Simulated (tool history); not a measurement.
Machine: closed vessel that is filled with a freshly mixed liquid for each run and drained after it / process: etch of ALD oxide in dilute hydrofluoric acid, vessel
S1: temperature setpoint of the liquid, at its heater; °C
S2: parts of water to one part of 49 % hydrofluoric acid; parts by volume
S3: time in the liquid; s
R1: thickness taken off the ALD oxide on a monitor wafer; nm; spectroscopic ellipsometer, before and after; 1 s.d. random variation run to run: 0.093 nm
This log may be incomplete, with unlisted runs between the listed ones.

run,hour,S1,S2,S3,R1
1,0,24,155,205,12.849
2,6,23.5,155,205,12.84
3,13.2,23,155,205,12.466
4,15.8,24.5,155,205,13.261
5,19.7,24.5,155,205,13.216
6,21,26,155,205,13.994
7,28.3,25,155,205,13.516
8,32.6,24,155,205,12.994
9,38.5,23.5,155,205,12.975
10,45.8,23,155,205,12.445

What will run 11 give?
11,47.8,22.5,155,205,?

Run 11 measured R1 12.315 nm.
